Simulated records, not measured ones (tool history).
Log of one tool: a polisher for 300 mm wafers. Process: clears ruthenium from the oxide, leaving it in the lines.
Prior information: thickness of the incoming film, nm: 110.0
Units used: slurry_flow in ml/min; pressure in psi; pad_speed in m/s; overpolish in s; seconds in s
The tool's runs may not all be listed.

run,hour,slurry_flow,pressure,pad_speed,overpolish,seconds
1,0.0,240,1.9,0.98,36,122.470
2,3.0,240,2.3,0.98,36,102.460
3,8.2,240,2.3,1.20,36,82.182
4,15.6,240,2.3,1.20,39,84.698
5,24.5,240,1.9,1.18,39,102.240
6,29.2,240,1.5,1.18,39,128.020
7,30.9,240,1.4,1.18,39,138.910

Expected results for the next run?
# hour 33.2: worn pad replaced by a new one
8,33.2,240,1.3,1.18,39,?

Run 8 gave seconds 128.390 s.
